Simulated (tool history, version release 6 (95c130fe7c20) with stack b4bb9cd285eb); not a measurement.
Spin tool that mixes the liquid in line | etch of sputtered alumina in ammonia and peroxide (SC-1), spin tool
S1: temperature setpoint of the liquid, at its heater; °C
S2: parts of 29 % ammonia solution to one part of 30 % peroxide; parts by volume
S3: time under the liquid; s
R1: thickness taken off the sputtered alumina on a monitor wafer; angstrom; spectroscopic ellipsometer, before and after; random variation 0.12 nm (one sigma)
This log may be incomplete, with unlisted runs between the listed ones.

run	hour	S1	S2	S3	R1
1	0.0	50.0	0.90	190	87.046
2	7.2	47.5	0.90	190	76.277
3	10.2	43.0	0.90	190	58.662
4	10.7	45.0	0.90	190	65.962
5	16.9	45.0	0.60	190	63.219
6	19.3	47.0	0.60	190	71.521
7	22.6	47.0	0.60	190	71.879

Run 8 has not been measured yet. What should we expect?
8	30.1	55.0	0.65	190	?

{"run 8": {"R1": 111.25}}
